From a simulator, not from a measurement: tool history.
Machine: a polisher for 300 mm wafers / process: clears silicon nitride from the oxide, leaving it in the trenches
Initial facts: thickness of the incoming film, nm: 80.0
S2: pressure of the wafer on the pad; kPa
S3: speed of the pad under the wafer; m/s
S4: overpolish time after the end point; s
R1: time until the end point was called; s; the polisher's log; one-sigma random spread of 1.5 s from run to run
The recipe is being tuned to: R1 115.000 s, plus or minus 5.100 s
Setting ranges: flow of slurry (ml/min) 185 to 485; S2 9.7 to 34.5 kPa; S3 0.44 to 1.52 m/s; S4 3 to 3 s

Run 1, hour 0.0: flow of slurry (ml/min) 310, S2 22.1 kPa, S3 0.98 m/s, S4 3 s. Result: R1 90.320 s.
Run 2, hour 3.2: flow of slurry (ml/min) 310, S2 21.4 kPa, S3 0.98 m/s, S4 3 s. Result: R1 91.831 s.
Run 3, hour 10.0: flow of slurry (ml/min) 310, S2 21.4 kPa, S3 1.08 m/s, S4 3 s. Result: R1 82.285 s.
Run 4, hour 17.7: flow of slurry (ml/min) 310, S2 20.0 kPa, S3 1.08 m/s, S4 3 s. Result: R1 90.283 s.
Run 5, hour 21.9: flow of slurry (ml/min) 310, S2 20.0 kPa, S3 1.08 m/s, S4 3 s. Result: R1 90.032 s.
Run 6, hour 28.6: flow of slurry (ml/min) 310, S2 20.0 kPa, S3 1.08 m/s, S4 3 s. Result: R1 87.611 s.
Run 7, hour 33.2: flow of slurry (ml/min) 310, S2 19.3 kPa, S3 1.08 m/s, S4 3 s. Result: R1 90.065 s.
Run 8, hour 35.8: flow of slurry (ml/min) 310, S2 18.6 kPa, S3 1.08 m/s, S4 3 s. Result: R1 90.696 s.
Run 9, hour 43.1: flow of slurry (ml/min) 310, S2 17.2 kPa, S3 1.08 m/s, S4 3 s. Result: R1 98.373 s.
At hour 45.2: slurry nozzle cleaned.
Run 10, hour 45.2: flow of slurry (ml/min) 310, S2 16.5 kPa, S3 1.08 m/s, S4 3 s. Result: R1 96.701 s.

Which one of the following 4 next-run settings gets every result inside its allowed miss? There is exactly one.
Run A, hour 47.3: flow of slurry (ml/min) 310, S2 16.5 kPa, S3 0.80 m/s, S4 3 s. Result: R1 ?.
Run B, hour 47.3: flow of slurry (ml/min) 305, S2 29.0 kPa, S3 0.84 m/s, S4 3 s. Result: R1 ?.
Run C, hour 47.3: flow of slurry (ml/min) 250, S2 17.9 kPa, S3 0.76 m/s, S4 3 s. Result: R1 ?.
Run D, hour 47.3: flow of slurry (ml/min) 320, S2 11.7 kPa, S3 1.12 m/s, S4 3 s. Result: R1 ?.

move       R1
   A  128.090
   B   81.442
   C  130.490
   D  114.590
A: carries the result that was furthest off beyond its target, to the other side
B: lands further from the targets than the last run did
C: carries the result that was furthest off beyond its target, to the other side
D: every result within its allowed miss
Move D is the one to make.

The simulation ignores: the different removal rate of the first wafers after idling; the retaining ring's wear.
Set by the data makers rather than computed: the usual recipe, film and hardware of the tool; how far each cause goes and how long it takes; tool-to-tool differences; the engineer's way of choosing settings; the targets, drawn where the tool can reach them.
